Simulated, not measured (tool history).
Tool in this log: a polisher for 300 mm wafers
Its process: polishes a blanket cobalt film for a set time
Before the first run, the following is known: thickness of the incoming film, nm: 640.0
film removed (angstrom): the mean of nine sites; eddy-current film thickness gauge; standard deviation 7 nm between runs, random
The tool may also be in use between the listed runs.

run	hour	flow of slurry (ml/min)	pressure of the wafer on the pad (psi)	speed of the pad under the wafer (m/s)	polishing time (s)	film removed (angstrom)
1	0.0	160	1.6	1.06	60	2807.5
2	2.7	200	1.6	1.06	60	2968.9
3	6.0	215	1.6	1.06	60	2949.6
4	11.2	215	1.8	1.08	60	3447.1
5	14.8	215	1.8	1.08	60	3333.7
# hour 16.9: slurry nozzle cleaned
6	16.9	215	1.4	1.08	60	2733.8
7	18.4	215	1.7	1.10	60	3406.3

Predict the results of run 8:
8	22.3	215	1.8	1.10	60	?

film removed (angstrom): 3547.2
